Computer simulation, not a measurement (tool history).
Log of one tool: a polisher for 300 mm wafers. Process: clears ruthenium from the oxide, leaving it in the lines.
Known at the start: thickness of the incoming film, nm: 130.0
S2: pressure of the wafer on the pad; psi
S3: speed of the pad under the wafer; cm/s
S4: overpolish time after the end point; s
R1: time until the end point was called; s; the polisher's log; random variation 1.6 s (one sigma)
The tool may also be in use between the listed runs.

{"run": 1, "day": 0.0, "flow of slurry (ml/min)": 130, "S2": 2.3, "S3": 80, "S4": 38, "R1": 155.64}
{"run": 2, "day": 0.025, "flow of slurry (ml/min)": 130, "S2": 2.4, "S3": 80, "S4": 38, "R1": 148.65}
{"run": 3, "day": 0.212, "flow of slurry (ml/min)": 130, "S2": 2.4, "S3": 80, "S4": 41, "R1": 147.19}
{"run": 4, "day": 0.488, "flow of slurry (ml/min)": 130, "S2": 2.5, "S3": 80, "S4": 41, "R1": 142.2}
{"run": 5, "day": 0.604, "flow of slurry (ml/min)": 130, "S2": 2.2, "S3": 80, "S4": 41, "R1": 157.95}
{"run": 6, "day": 0.817, "flow of slurry (ml/min)": 145, "S2": 2.2, "S3": 80, "S4": 41, "R1": 154.84}
{"run": 7, "day": 1.004, "flow of slurry (ml/min)": 145, "S2": 2.3, "S3": 80, "S4": 41, "R1": 150.94}
{"run": 8, "day": 1.196, "flow of slurry (ml/min)": 145, "S2": 2.4, "S3": 80, "S4": 41, "R1": 145.21}

Run 9 comes next. What will it give?
{"run": 9, "day": 1.475, "flow of slurry (ml/min)": 145, "S2": 2.5, "S3": 80, "S4": 41, "R1": "?"}

R1: 140.39 s

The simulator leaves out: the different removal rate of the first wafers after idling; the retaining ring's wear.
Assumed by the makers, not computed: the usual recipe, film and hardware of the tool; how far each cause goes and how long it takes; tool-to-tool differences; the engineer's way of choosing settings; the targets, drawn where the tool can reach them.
